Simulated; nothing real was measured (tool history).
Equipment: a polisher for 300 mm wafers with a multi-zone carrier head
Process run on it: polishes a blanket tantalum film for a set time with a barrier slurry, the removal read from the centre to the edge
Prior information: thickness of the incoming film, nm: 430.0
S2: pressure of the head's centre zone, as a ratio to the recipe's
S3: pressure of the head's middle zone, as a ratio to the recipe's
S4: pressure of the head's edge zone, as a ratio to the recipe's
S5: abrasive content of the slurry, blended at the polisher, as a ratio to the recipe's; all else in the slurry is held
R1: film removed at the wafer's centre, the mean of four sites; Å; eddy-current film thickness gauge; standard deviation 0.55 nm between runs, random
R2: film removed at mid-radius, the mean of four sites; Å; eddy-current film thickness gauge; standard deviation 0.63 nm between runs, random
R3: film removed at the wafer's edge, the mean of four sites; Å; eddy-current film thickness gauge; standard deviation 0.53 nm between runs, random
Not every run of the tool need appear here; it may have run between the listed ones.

Run 1, hour 0.0: flow of slurry (ml/min) 235, S2 1.00, S3 1.00, S4 1.00, S5 1.00, polishing time (s) 69. Result: R1 555.76 Å, R2 545.92 Å, R3 536.22 Å.
Run 2, hour 4.3: flow of slurry (ml/min) 235, S2 1.07, S3 1.00, S4 1.00, S5 1.00, polishing time (s) 69. Result: R1 572.08 Å, R2 538.56 Å, R3 537.50 Å.
Run 3, hour 12.3: flow of slurry (ml/min) 235, S2 1.07, S3 1.00, S4 1.00, S5 0.85, polishing time (s) 69. Result: R1 552.71 Å, R2 527.31 Å, R3 522.07 Å.
Run 4, hour 19.2: flow of slurry (ml/min) 235, S2 1.07, S3 0.96, S4 1.00, S5 0.85, polishing time (s) 69. Result: R1 554.45 Å, R2 520.83 Å, R3 526.40 Å.
Run 5, hour 20.4: flow of slurry (ml/min) 245, S2 1.07, S3 0.99, S4 1.00, S5 0.90, polishing time (s) 69. Result: R1 576.87 Å, R2 531.18 Å, R3 532.29 Å.
Run 6, hour 21.8: flow of slurry (ml/min) 250, S2 1.06, S3 1.02, S4 1.01, S5 0.95, polishing time (s) 69. Result: R1 570.90 Å, R2 547.88 Å, R3 535.69 Å.
Run 7, hour 26.5: flow of slurry (ml/min) 260, S2 1.06, S3 1.04, S4 1.01, S5 1.00, polishing time (s) 69. Result: R1 573.85 Å, R2 570.07 Å, R3 542.16 Å.
Run 8, hour 33.3: flow of slurry (ml/min) 270, S2 1.07, S3 1.05, S4 1.01, S5 1.00, polishing time (s) 69. Result: R1 588.77 Å, R2 582.23 Å, R3 544.47 Å.
Run 9, hour 39.6: flow of slurry (ml/min) 280, S2 1.07, S3 1.05, S4 1.01, S5 1.00, polishing time (s) 69. Result: R1 601.57 Å, R2 579.91 Å, R3 542.16 Å.
Run 10, hour 43.9: flow of slurry (ml/min) 285, S2 1.07, S3 1.06, S4 1.02, S5 1.00, polishing time (s) 69. Result: R1 585.67 Å, R2 585.05 Å, R3 544.87 Å.
Run 11, hour 50.0: flow of slurry (ml/min) 290, S2 1.08, S3 1.06, S4 1.02, S5 1.00, polishing time (s) 69. Result: R1 597.30 Å, R2 588.65 Å, R3 568.64 Å.

Estimate the outcome of run 12 from the log above:
Run 12, hour 53.3: flow of slurry (ml/min) 295, S2 1.09, S3 1.07, S4 1.01, S5 1.00, polishing time (s) 69. Result: R1 ?, R2 ?, R3 ?.

R1: 593.36 Å
R2: 585.55 Å
R3: 549.53 Å
